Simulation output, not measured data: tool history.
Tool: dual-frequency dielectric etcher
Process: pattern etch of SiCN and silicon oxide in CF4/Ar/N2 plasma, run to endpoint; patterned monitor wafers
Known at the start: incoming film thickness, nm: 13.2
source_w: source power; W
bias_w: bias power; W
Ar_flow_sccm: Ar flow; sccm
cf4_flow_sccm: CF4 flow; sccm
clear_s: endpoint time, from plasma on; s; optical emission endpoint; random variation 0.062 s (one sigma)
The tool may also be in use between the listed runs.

run 1 hour=0.0 | source_w=600 bias_w=83 Ar_flow_sccm=136 cf4_flow_sccm=57 | clear_s=11.992
run 2 hour=6.1 | source_w=600 bias_w=83 Ar_flow_sccm=136 cf4_flow_sccm=65 | clear_s=11.610
run 3 hour=14.6 | source_w=570 bias_w=82 Ar_flow_sccm=136 cf4_flow_sccm=65 | clear_s=12.061
run 4 hour=22.9 | source_w=570 bias_w=82 Ar_flow_sccm=146 cf4_flow_sccm=65 | clear_s=12.348
run 5 hour=23.9 | source_w=570 bias_w=82 Ar_flow_sccm=132 cf4_flow_sccm=65 | clear_s=12.192
run 6 hour=28.0 | source_w=570 bias_w=82 Ar_flow_sccm=110 cf4_flow_sccm=65 | clear_s=11.541
run 7 hour=35.0 | source_w=530 bias_w=81 Ar_flow_sccm=110 cf4_flow_sccm=65 | clear_s=12.321
run 8 hour=39.8 | source_w=510 bias_w=81 Ar_flow_sccm=110 cf4_flow_sccm=65 | clear_s=12.707

The next listed run, before its measurement:
run 9 hour=41.2 | source_w=490 bias_w=81 Ar_flow_sccm=110 cf4_flow_sccm=65 | clear_s=?

{"run 9": {"clear_s": 13.065}}
